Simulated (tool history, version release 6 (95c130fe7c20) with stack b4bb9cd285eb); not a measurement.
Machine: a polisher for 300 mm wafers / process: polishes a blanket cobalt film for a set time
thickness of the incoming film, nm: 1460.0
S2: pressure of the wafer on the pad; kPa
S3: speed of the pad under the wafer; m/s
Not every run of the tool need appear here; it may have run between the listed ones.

Run 1, hour 0: flow of slurry (ml/min) 300, S2 9 kPa, S3 1.18 m/s, polishing time (s) 49. Result: film removed (Å) 2202.2.
Run 2, hour 6.2: flow of slurry (ml/min) 300, S2 8.3 kPa, S3 1.18 m/s, polishing time (s) 49. Result: film removed (Å) 2070.5.
Run 3, hour 10.4: flow of slurry (ml/min) 300, S2 7.6 kPa, S3 1.18 m/s, polishing time (s) 49. Result: film removed (Å) 1890.9.
Run 4, hour 19.4: flow of slurry (ml/min) 300, S2 9.7 kPa, S3 1.18 m/s, polishing time (s) 49. Result: film removed (Å) 2377.3.
Run 5, hour 20: flow of slurry (ml/min) 300, S2 9.7 kPa, S3 1 m/s, polishing time (s) 49. Result: film removed (Å) 1996.7.
Run 6, hour 22.9: flow of slurry (ml/min) 300, S2 8.3 kPa, S3 1 m/s, polishing time (s) 49. Result: film removed (Å) 1769.2.
Run 7, hour 31.1: flow of slurry (ml/min) 290, S2 5.5 kPa, S3 1 m/s, polishing time (s) 49. Result: film removed (Å) 1263.9.
Run 8, hour 33.4: flow of slurry (ml/min) 290, S2 5.5 kPa, S3 1 m/s, polishing time (s) 49. Result: film removed (Å) 1255.5.

Expected results for the next run?
Run 9, hour 38.9: flow of slurry (ml/min) 300, S2 6.9 kPa, S3 1 m/s, polishing time (s) 49. Result: film removed (Å) ?.

film removed (Å): 1514.4
